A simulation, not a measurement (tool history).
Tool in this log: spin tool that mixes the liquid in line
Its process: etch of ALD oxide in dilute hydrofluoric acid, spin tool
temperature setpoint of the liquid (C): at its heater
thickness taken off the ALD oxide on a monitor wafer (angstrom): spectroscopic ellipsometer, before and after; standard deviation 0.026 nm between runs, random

| run | hour | temperature setpoint of the liquid (C) | parts of water to one part of 49 % hydrofluoric acid (parts by volume) | time under the liquid (s) | thickness taken off the ALD oxide on a monitor wafer (angstrom) |
|---|---|---|---|---|---|
| 1 | 0.0 | 23.0 | 275 | 280 | 65.069 |
| 2 | 7.3 | 23.0 | 335 | 280 | 50.300 |
| 3 | 11.4 | 21.5 | 340 | 280 | 46.954 |
| 4 | 18.9 | 24.5 | 340 | 280 | 51.868 |
|  | 23.7 | thermometer replaced |
| 5 | 23.7 | 27.5 | 340 | 280 | 62.123 |
| 6 | 24.5 | 30.0 | 340 | 280 | 66.688 |
| 7 | 27.6 | 26.5 | 345 | 280 | 58.626 |
| 8 | 33.9 | 24.0 | 345 | 280 | 53.113 |
| 9 | 35.9 | 24.0 | 345 | 280 | 53.995 |
| 10 | 36.7 | 20.0 | 380 | 280 | 41.299 |
| 11 | 44.0 | 19.5 | 380 | 280 | 40.918 |

What will run 12 give?
| 12 | 48.8 | 19.0 | 385 | 280 | ? |

{"run 12": {"thickness taken off the ALD oxide on a monitor wafer (angstrom)": 38.839}}
